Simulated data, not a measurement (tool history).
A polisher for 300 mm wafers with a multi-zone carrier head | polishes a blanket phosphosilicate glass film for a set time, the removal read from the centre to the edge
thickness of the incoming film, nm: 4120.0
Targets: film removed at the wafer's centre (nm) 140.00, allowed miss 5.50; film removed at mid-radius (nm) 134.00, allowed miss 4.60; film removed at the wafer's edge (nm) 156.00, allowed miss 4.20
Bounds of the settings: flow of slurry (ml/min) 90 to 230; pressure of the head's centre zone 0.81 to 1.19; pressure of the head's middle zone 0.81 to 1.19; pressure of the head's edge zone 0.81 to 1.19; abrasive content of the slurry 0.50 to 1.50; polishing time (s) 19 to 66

run  hour  flow of slurry (ml/min)  pressure of the head's centre zone  pressure of the head's middle zone  pressure of the head's edge zone  abrasive content of the slurry  polishing time (s)  film removed at the wafer's centre (nm)  film removed at mid-radius (nm)  film removed at the wafer's edge (nm)
  1   0.0                      150                                1.00                                1.00                              1.00                            1.00                  42                                   261.96                           260.49                                 267.11
  2   7.1                      150                                1.00                                1.00                              1.00                            1.10                  42                                   272.20                           267.36                                 275.21
  3  11.2                      150                                0.92                                1.00                              1.00                            1.10                  42                                   248.03                           273.40                                 276.56
  4  19.3                      150                                0.92                                1.03                              1.00                            1.10                  42                                   251.30                           273.51                                 280.84
  5  24.4                      130                                0.96                                0.97                              1.06                            0.90                  37                                   206.29                           208.46                                 228.90
  6  32.4                      120                                0.95                                0.92                              1.03                            0.75                  35                                   178.30                           175.03                                 194.34
  7  33.4                      110                                0.93                                0.88                              1.02                            0.65                  35                                   158.15                           157.65                                 182.76
  8  40.2                      105                                0.93                                0.86                              0.99                            0.60                  35                                   151.45                           144.61                                 173.19
  9  41.6                      105                                0.92                                0.86                              0.94                            0.60                  35                                   147.28                           145.22                                 167.82
 10  44.0                      105                                0.92                                0.85                              0.91                            0.60                  35                                   152.79                           145.14                                 167.90
 11  47.3                      100                                0.91                                0.84                              0.89                            0.60                  35                                   145.11                           138.49                                 164.53
 12  49.4                      100                                0.91                                0.84                              0.87                            0.60                  35                                   144.27                           140.35                                 161.54

4 next moves are on the table. One of them brings every result within its allowed miss. Which?
  A  51.5                      110                                0.96                                0.98                              0.85                            0.50                  35                                        ?                                ?                                      ?
  B  51.5                      115                                0.94                                0.98                              0.84                            0.65                  31                                        ?                                ?                                      ?
  C  51.5                      140                                0.90                                0.84                              0.93                            0.50                  33                                        ?                                ?                                      ?
  D  51.5                       90                                0.90                                0.81                              0.89                            0.70                  35                                        ?                                ?                                      ?

move  film removed at the wafer's centre (nm)  film removed at mid-radius (nm)  film removed at the wafer's edge (nm)
   A                                   147.60                           151.43                                 152.32
   B                                   144.03                           150.67                                 150.25
   C                                   140.06                           135.73                                 155.66
   D                                   145.54                           140.11                                 169.20
A: further off than the last run
B: further off than the last run
C: meets every target
D: further off than the last run
The right move is C.
